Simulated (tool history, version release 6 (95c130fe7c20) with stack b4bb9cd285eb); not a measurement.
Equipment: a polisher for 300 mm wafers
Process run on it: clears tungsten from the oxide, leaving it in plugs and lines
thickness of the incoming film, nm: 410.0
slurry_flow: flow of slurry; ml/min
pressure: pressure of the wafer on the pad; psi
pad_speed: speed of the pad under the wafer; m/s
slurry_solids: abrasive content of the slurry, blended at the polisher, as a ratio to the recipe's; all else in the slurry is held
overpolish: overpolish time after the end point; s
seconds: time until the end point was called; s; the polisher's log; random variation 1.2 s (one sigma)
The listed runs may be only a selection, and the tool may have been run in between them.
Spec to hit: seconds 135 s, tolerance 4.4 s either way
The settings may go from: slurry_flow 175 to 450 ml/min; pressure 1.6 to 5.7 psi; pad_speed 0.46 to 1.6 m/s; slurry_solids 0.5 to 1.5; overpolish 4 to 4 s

| run | hour | slurry_flow | pressure | pad_speed | slurry_solids | overpolish | seconds |
|---|---|---|---|---|---|---|---|
| 1 | 0 | 290 | 3.6 | 1.02 | 1 | 4 | 89.626 |
| 2 | 5.3 | 290 | 4.1 | 1.02 | 1 | 4 | 78.951 |
| 3 | 8.9 | 290 | 3.9 | 1.02 | 1 | 4 | 84.067 |
| 4 | 17.4 | 290 | 3.7 | 1.02 | 1 | 4 | 89.39 |
| 5 | 23.9 | 330 | 3.7 | 1.02 | 1 | 4 | 87.34 |
| 6 | 31.9 | 330 | 4.1 | 1.02 | 1 | 4 | 78.281 |
| 7 | 37.4 | 330 | 3.9 | 1.02 | 1 | 4 | 83.972 |
| 8 | 43.5 | 330 | 3.7 | 1.02 | 1 | 4 | 87.23 |
| 9 | 46.7 | 330 | 3.7 | 1.02 | 1 | 4 | 86.919 |
| 10 | 52.7 | 330 | 3.5 | 1.02 | 1 | 4 | 92.436 |
| 11 | 57.2 | 330 | 3.4 | 1.02 | 1 | 4 | 94.256 |
| 12 | 61.4 | 330 | 3.3 | 1.02 | 1 | 4 | 96.762 |
| 13 | 63 | 330 | 3.2 | 1.02 | 1 | 4 | 98.322 |

Pick the move, out of 4, that brings all results within their allowed miss; only one does.
| A | 64.6 | 410 | 2.5 | 1 | 1.1 | 4 | ? |
| B | 64.6 | 345 | 2.3 | 0.98 | 1.1 | 4 | ? |
| C | 64.6 | 315 | 3 | 0.82 | 0.95 | 4 | ? |
| D | 64.6 | 315 | 2.9 | 0.74 | 0.8 | 4 | ? |

| move | seconds |
|---|---|
| A | 125.06 |
| B | 139.1 |
| C | 128.44 |
| D | 150.21 |
A: moves toward the targets from the last run without getting all of them in spec
B: every result lands within tolerance
C: moves toward the targets from the last run without getting all of them in spec
D: takes the biggest miss from the last run beyond its target
The right move is B.
